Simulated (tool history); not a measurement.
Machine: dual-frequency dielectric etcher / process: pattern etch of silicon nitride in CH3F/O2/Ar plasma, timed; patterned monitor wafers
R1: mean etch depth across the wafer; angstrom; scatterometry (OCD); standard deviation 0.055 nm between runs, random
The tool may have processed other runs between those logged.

{"run": 1, "hour": 0.0, "source power (kW)": 0.51, "bias power (kW)": 0.053, "etch time (s)": 30.5, "R1": 206.38}
{"run": 2, "hour": 0.7, "source power (kW)": 0.51, "bias power (kW)": 0.057, "etch time (s)": 30.5, "R1": 211.7}
{"run": 3, "hour": 5.2, "source power (kW)": 0.51, "bias power (kW)": 0.057, "etch time (s)": 30.5, "R1": 213.1}
{"run": 4, "hour": 6.7, "source power (kW)": 0.51, "bias power (kW)": 0.057, "etch time (s)": 30.5, "R1": 212.58}
{"run": 5, "hour": 13.2, "source power (kW)": 0.51, "bias power (kW)": 0.057, "etch time (s)": 30.5, "R1": 212.96}
{"run": 6, "hour": 22.1, "source power (kW)": 0.47, "bias power (kW)": 0.056, "etch time (s)": 30.5, "R1": 204.47}
{"run": 7, "hour": 26.3, "source power (kW)": 0.44, "bias power (kW)": 0.056, "etch time (s)": 30.5, "R1": 198.46}
{"run": 8, "hour": 30.3, "source power (kW)": 0.42, "bias power (kW)": 0.056, "etch time (s)": 30.5, "R1": 192.67}
{"run": 9, "hour": 31.4, "source power (kW)": 0.41, "bias power (kW)": 0.056, "etch time (s)": 30.5, "R1": 192.04}

Estimate the outcome of run 10 from the log above:
{"run": 10, "hour": 33.6, "source power (kW)": 0.4, "bias power (kW)": 0.056, "etch time (s)": 30.5, "R1": "?"}

{"run 10": {"R1": 190.62}}

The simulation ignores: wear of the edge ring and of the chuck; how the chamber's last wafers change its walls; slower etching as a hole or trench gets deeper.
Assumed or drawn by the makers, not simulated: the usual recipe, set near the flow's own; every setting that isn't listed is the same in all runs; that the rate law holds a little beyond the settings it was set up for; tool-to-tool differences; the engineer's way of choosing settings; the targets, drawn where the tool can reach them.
